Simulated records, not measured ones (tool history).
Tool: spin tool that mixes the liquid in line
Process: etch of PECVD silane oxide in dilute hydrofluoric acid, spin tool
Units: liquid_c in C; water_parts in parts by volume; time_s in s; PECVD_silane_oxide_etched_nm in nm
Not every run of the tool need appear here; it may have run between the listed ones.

run  hour  liquid_c  water_parts  time_s  PECVD_silane_oxide_etched_nm
  1     0        23          190      90                        10.734
  2   5.9        23          190      95                        11.307
  3  14.3        23          190      90                        10.892
  4  18.6        23          125      90                        17.712
     22.1  -- hydrofluoric acid flow meter replaced
  5  22.1      21.5          145      90                        15.386
  6  25.7      21.5          165      90                        13.244

Expected results for the next run?
  7    31      21.5          180      90                             ?

{"run 7": {"PECVD_silane_oxide_etched_nm": 12.006}}

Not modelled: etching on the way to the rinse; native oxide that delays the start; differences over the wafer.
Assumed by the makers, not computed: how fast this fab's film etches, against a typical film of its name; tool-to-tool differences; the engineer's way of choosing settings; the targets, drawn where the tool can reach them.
